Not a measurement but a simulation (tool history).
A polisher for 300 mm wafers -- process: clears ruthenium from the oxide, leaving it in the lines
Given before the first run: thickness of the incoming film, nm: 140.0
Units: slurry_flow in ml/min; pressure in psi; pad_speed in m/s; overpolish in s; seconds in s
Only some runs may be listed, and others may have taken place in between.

| run | day | slurry_flow | pressure | pad_speed | overpolish | seconds |
|---|---|---|---|---|---|---|
| 1 | 0.000 | 230 | 1.9 | 1.18 | 7 | 105.10 |
| 2 | 0.321 | 230 | 1.8 | 1.18 | 7 | 113.65 |
| 3 | 0.504 | 230 | 1.7 | 1.18 | 7 | 119.46 |
| 4 | 0.688 | 275 | 1.7 | 1.18 | 7 | 118.24 |
| 5 | 0.925 | 275 | 1.7 | 1.18 | 7 | 119.28 |
| 6 | 1.283 | 275 | 1.7 | 1.42 | 7 | 98.73 |

For run 7, what comes out?
| 7 | 1.608 | 275 | 1.5 | 1.42 | 7 | ? |

For run 7 the tool returned seconds 108.05 s.
